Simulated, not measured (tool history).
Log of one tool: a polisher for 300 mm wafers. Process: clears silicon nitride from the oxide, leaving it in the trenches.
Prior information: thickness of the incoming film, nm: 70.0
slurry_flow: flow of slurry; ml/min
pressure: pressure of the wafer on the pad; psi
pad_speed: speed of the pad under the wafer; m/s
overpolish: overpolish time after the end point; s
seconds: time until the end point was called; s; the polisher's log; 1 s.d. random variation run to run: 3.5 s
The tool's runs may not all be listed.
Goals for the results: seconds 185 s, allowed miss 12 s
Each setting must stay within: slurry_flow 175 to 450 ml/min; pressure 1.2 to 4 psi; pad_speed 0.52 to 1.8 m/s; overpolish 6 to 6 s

Run 1, hour 0: slurry_flow 290 ml/min, pressure 2.6 psi, pad_speed 1.16 m/s, overpolish 6 s. Result: seconds 65.121 s.
Run 2, hour 6.6: slurry_flow 290 ml/min, pressure 2.4 psi, pad_speed 1.08 m/s, overpolish 6 s. Result: seconds 77.701 s.
Run 3, hour 8.3: slurry_flow 355 ml/min, pressure 2.4 psi, pad_speed 1.08 m/s, overpolish 6 s. Result: seconds 77.326 s.
Run 4, hour 10.7: slurry_flow 355 ml/min, pressure 2.2 psi, pad_speed 1.02 m/s, overpolish 6 s. Result: seconds 84.777 s.
Run 5, hour 17.3: slurry_flow 355 ml/min, pressure 2.2 psi, pad_speed 1.02 m/s, overpolish 6 s. Result: seconds 84.73 s.
Run 6, hour 25.4: slurry_flow 355 ml/min, pressure 2.2 psi, pad_speed 0.8 m/s, overpolish 6 s. Result: seconds 106.33 s.
Run 7, hour 27.2: slurry_flow 355 ml/min, pressure 2.1 psi, pad_speed 0.76 m/s, overpolish 6 s. Result: seconds 117.26 s.
Run 8, hour 28.9: slurry_flow 355 ml/min, pressure 2 psi, pad_speed 0.74 m/s, overpolish 6 s. Result: seconds 129.01 s.
Run 9, hour 34.3: slurry_flow 355 ml/min, pressure 2 psi, pad_speed 0.74 m/s, overpolish 6 s. Result: seconds 125.27 s.
Run 10, hour 35.4: slurry_flow 355 ml/min, pressure 1.9 psi, pad_speed 0.72 m/s, overpolish 6 s. Result: seconds 138.21 s.
Run 11, hour 43.4: slurry_flow 355 ml/min, pressure 1.8 psi, pad_speed 0.72 m/s, overpolish 6 s. Result: seconds 139.57 s.
Run 12, hour 48.5: slurry_flow 355 ml/min, pressure 1.7 psi, pad_speed 0.72 m/s, overpolish 6 s. Result: seconds 141.75 s.
Run 13, hour 54.7: slurry_flow 355 ml/min, pressure 1.6 psi, pad_speed 0.7 m/s, overpolish 6 s. Result: seconds 164.46 s.
Run 14, hour 57.2: slurry_flow 350 ml/min, pressure 1.5 psi, pad_speed 0.7 m/s, overpolish 6 s. Result: seconds 163.09 s.

4 candidate next runs follow, results not yet known. Just one meets every target within its allowed miss. Identify it.
Run A, hour 59.7: slurry_flow 350 ml/min, pressure 1.6 psi, pad_speed 0.72 m/s, overpolish 6 s. Result: seconds ?.
Run B, hour 59.7: slurry_flow 345 ml/min, pressure 1.7 psi, pad_speed 0.68 m/s, overpolish 6 s. Result: seconds ?.
Run C, hour 59.7: slurry_flow 370 ml/min, pressure 1.3 psi, pad_speed 0.72 m/s, overpolish 6 s. Result: seconds ?.
Run D, hour 59.7: slurry_flow 335 ml/min, pressure 1.8 psi, pad_speed 0.68 m/s, overpolish 6 s. Result: seconds ?.

move  seconds
   A   151.29
   B   152.28
   C   177.36
   D   145.61
A: moves away from the targets compared with the last run
B: moves away from the targets compared with the last run
C: every result within its allowed miss
D: moves away from the targets compared with the last run
C is the move that brings every result within its allowed miss.
